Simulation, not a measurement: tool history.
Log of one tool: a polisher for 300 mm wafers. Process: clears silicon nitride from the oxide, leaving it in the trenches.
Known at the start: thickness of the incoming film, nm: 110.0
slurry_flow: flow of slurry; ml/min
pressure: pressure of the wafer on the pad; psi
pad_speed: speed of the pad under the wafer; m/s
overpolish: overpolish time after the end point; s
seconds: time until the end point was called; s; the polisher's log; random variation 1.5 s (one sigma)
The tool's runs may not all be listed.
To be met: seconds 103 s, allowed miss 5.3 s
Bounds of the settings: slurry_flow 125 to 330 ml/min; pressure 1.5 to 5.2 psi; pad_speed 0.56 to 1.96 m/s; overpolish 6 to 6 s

run	hour	slurry_flow	pressure	pad_speed	overpolish	seconds
1	0	210	3.3	1.26	6	73.487
2	5.1	210	2.6	1.26	6	92.537
3	11.8	240	2.6	1.26	6	88.671
4	17.7	240	2.6	1.26	6	89.919
5	19	285	2.6	1.26	6	88.557
# hour 20.3: worn pad replaced by a new one
6	20.3	285	2.5	1.26	6	80.459
7	27.2	265	2.4	1.26	6	84.512
8	34.8	250	2.2	1.26	6	91.309
9	41.5	245	2.1	1.26	6	96.182

Which of these 5 next moves meets every target?
A	48.2	285	1.9	1.38	6	?
B	48.2	240	2	1.2	6	?
C	48.2	220	2.6	1.18	6	?
D	48.2	295	2.2	1.22	6	?
E	48.2	225	2.4	1.16	6	?

move	seconds
A	94.278
B	104.04
C	87.888
D	93.712
E	94.395
A: further off than the last run
B: meets every target
C: further off than the last run
D: further off than the last run
E: further off than the last run
The right move is B.
